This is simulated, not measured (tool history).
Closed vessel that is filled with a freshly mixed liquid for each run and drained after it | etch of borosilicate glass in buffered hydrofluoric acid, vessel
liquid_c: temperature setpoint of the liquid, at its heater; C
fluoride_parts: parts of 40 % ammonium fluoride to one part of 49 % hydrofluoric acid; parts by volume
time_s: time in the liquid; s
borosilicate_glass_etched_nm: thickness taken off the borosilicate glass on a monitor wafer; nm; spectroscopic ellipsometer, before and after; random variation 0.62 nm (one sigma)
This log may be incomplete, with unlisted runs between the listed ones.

run,hour,liquid_c,fluoride_parts,time_s,borosilicate_glass_etched_nm
1,0.0,22.0,22.5,135,70.220
2,8.5,19.5,22.5,135,61.566
3,13.3,17.0,22.5,135,53.266
4,19.9,17.0,22.5,145,57.122
5,24.5,18.5,22.5,145,62.420
# hour 29.0: hydrofluoric acid flow meter replaced
6,29.0,18.5,18.0,145,69.746

Expected results for the next run?
7,35.5,22.0,17.5,145,?

borosilicate_glass_etched_nm: 87.272 nm

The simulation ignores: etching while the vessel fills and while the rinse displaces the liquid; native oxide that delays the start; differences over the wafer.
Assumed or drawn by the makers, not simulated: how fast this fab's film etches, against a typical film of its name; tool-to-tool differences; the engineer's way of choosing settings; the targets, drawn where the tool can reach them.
